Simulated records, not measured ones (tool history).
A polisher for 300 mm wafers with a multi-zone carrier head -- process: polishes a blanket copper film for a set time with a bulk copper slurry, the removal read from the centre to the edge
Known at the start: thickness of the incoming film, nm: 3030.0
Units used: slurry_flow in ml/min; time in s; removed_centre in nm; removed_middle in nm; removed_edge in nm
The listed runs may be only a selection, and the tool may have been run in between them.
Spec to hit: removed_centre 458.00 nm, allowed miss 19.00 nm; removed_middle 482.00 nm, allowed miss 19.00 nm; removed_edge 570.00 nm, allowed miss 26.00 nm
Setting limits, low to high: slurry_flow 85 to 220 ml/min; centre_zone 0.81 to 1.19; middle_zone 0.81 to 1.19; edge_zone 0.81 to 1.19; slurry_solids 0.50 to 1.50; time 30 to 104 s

| run | hour | slurry_flow | centre_zone | middle_zone | edge_zone | slurry_solids | time | removed_centre | removed_middle | removed_edge |
|---|---|---|---|---|---|---|---|---|---|---|
| 1 | 0.0 | 140 | 1.00 | 1.00 | 1.00 | 1.00 | 67 | 577.65 | 553.60 | 555.52 |
| 2 | 3.8 | 140 | 1.00 | 1.00 | 1.00 | 0.80 | 67 | 538.84 | 529.11 | 541.60 |
| 3 | 10.4 | 140 | 1.00 | 1.00 | 1.04 | 0.80 | 67 | 542.48 | 536.11 | 541.11 |
| 4 | 13.9 | 130 | 0.97 | 0.97 | 1.04 | 0.80 | 68 | 518.70 | 522.41 | 539.58 |
| 5 | 19.5 | 130 | 0.97 | 0.97 | 1.09 | 0.80 | 68 | 517.54 | 511.98 | 555.54 |
| 6 | 21.8 | 130 | 0.97 | 0.97 | 1.09 | 0.80 | 56 | 428.54 | 428.27 | 452.32 |
| 7 | 29.3 | 135 | 0.94 | 0.96 | 1.11 | 0.85 | 57 | 427.25 | 426.40 | 479.02 |
| 8 | 31.1 | 145 | 0.93 | 0.97 | 1.12 | 0.90 | 57 | 432.77 | 449.91 | 486.84 |
|  | 38.8 | worn pad replaced by a new one |
| 9 | 38.8 | 150 | 0.92 | 0.96 | 1.13 | 0.95 | 58 | 482.93 | 502.08 | 537.19 |

Which single option among these 5 for the next run brings every result within its allowed miss of target? Just one does.
| A | 46.5 | 150 | 1.01 | 0.93 | 1.10 | 0.95 | 56 | ? | ? | ? |
| B | 46.5 | 120 | 0.90 | 0.94 | 1.19 | 0.95 | 61 | ? | ? | ? |
| C | 46.5 | 155 | 0.86 | 1.05 | 1.11 | 0.80 | 63 | ? | ? | ? |
| D | 46.5 | 220 | 0.98 | 1.13 | 1.05 | 1.10 | 48 | ? | ? | ? |
| E | 46.5 | 130 | 0.96 | 0.96 | 1.00 | 1.05 | 59 | ? | ? | ? |

| move | removed_centre | removed_middle | removed_edge |
|---|---|---|---|
| A | 504.59 | 465.96 | 532.00 |
| B | 461.13 | 486.17 | 581.34 |
| C | 468.15 | 562.61 | 580.12 |
| D | 466.87 | 519.59 | 481.71 |
| E | 498.50 | 499.72 | 534.62 |
A: the biggest miss grows against the last run
B: hits every target within its allowed miss
C: corrects the largest miss of the last run, while another result sits out of spec
D: corrects the largest miss of the last run, while another result sits out of spec
E: the biggest miss grows against the last run
B meets every target.
